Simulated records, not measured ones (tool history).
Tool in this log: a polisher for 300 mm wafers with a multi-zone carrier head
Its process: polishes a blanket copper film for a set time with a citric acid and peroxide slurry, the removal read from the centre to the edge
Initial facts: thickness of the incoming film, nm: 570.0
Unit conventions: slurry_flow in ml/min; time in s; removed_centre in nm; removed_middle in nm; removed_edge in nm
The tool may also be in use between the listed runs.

{"run": 1, "hour": 0.0, "slurry_flow": 155, "centre_zone": 1, "middle_zone": 1, "edge_zone": 1, "slurry_solids": 1, "time": 49, "removed_centre": 104.47, "removed_middle": 112.49, "removed_edge": 116.8}
{"run": 2, "hour": 5.7, "slurry_flow": 155, "centre_zone": 1.05, "middle_zone": 1, "edge_zone": 1, "slurry_solids": 1, "time": 49, "removed_centre": 110.42, "removed_middle": 111.58, "removed_edge": 117}
{"run": 3, "hour": 14.6, "slurry_flow": 155, "centre_zone": 1.05, "middle_zone": 1, "edge_zone": 1, "slurry_solids": 1, "time": 58, "removed_centre": 129.12, "removed_middle": 132.26, "removed_edge": 138.03}
{"run": 4, "hour": 17.9, "slurry_flow": 155, "centre_zone": 1.05, "middle_zone": 1, "edge_zone": 1, "slurry_solids": 1, "time": 68, "removed_centre": 151.46, "removed_middle": 155.78, "removed_edge": 163.79}
{"run": 5, "hour": 22.5, "slurry_flow": 140, "centre_zone": 0.98, "middle_zone": 0.96, "edge_zone": 0.95, "slurry_solids": 0.85, "time": 57, "removed_centre": 111.04, "removed_middle": 119.88, "removed_edge": 123.4}
{"run": 6, "hour": 24.3, "slurry_flow": 140, "centre_zone": 0.98, "middle_zone": 0.96, "edge_zone": 0.98, "slurry_solids": 0.85, "time": 57, "removed_centre": 111.78, "removed_middle": 119.41, "removed_edge": 127.61}
{"run": 7, "hour": 31.5, "slurry_flow": 125, "centre_zone": 0.93, "middle_zone": 0.92, "edge_zone": 0.94, "slurry_solids": 0.75, "time": 51, "removed_centre": 88.951, "removed_middle": 99.538, "removed_edge": 104.42}
{"run": 8, "hour": 33.4, "slurry_flow": 115, "centre_zone": 0.91, "middle_zone": 0.89, "edge_zone": 0.92, "slurry_solids": 0.65, "time": 47, "removed_centre": 75.809, "removed_middle": 84.2, "removed_edge": 92.695}
{"run": 9, "hour": 36.1, "slurry_flow": 115, "centre_zone": 0.9, "middle_zone": 0.88, "edge_zone": 0.89, "slurry_solids": 0.6, "time": 45, "removed_centre": 68.807, "removed_middle": 77.88, "removed_edge": 84.899}

Expected results for the next run?
{"run": 10, "hour": 36.8, "slurry_flow": 115, "centre_zone": 0.9, "middle_zone": 0.87, "edge_zone": 0.86, "slurry_solids": 0.55, "time": 44, "removed_centre": "?", "removed_middle": "?", "removed_edge": "?"}

{"run 10": {"removed_centre": 66.669, "removed_middle": 73.965, "removed_edge": 79.74}}
